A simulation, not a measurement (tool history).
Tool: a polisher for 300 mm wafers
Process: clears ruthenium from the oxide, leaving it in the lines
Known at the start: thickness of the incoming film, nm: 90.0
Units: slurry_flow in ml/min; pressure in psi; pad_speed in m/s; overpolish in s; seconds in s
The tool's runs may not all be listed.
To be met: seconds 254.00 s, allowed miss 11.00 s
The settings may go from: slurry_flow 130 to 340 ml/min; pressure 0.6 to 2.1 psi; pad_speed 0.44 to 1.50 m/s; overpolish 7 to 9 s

| run | hour | slurry_flow | pressure | pad_speed | overpolish | seconds |
|---|---|---|---|---|---|---|
| 1 | 0.0 | 220 | 1.3 | 0.96 | 9 | 141.45 |
| 2 | 3.0 | 220 | 1.1 | 0.94 | 9 | 165.96 |
| 3 | 4.7 | 220 | 1.0 | 0.92 | 9 | 182.47 |
| 4 | 8.3 | 220 | 1.2 | 0.92 | 9 | 158.75 |
| 5 | 16.1 | 220 | 1.0 | 0.92 | 9 | 184.36 |
| 6 | 19.0 | 220 | 1.0 | 1.16 | 9 | 147.87 |
| 7 | 25.5 | 220 | 0.9 | 1.08 | 9 | 169.08 |
| 8 | 28.9 | 220 | 0.8 | 1.02 | 9 | 194.00 |
| 9 | 34.6 | 220 | 0.7 | 0.98 | 9 | 216.38 |
| 10 | 35.3 | 220 | 0.7 | 0.96 | 9 | 219.16 |
| 11 | 37.9 | 220 | 0.7 | 0.94 | 9 | 226.57 |

4 next moves are on the table. One of them brings every result within its allowed miss. Which?
| A | 40.5 | 210 | 0.6 | 1.02 | 9 | ? |
| B | 40.5 | 240 | 0.8 | 0.84 | 7 | ? |
| C | 40.5 | 215 | 0.6 | 0.90 | 8 | ? |
| D | 40.5 | 225 | 0.7 | 0.92 | 9 | ? |

| move | seconds |
|---|---|
| A | 229.55 |
| B | 230.45 |
| C | 258.34 |
| D | 230.45 |
A: nearer than the last run, and not there yet
B: nearer than the last run, and not there yet
C: meets every target
D: nearer than the last run, and not there yet
Move C is the one to make.

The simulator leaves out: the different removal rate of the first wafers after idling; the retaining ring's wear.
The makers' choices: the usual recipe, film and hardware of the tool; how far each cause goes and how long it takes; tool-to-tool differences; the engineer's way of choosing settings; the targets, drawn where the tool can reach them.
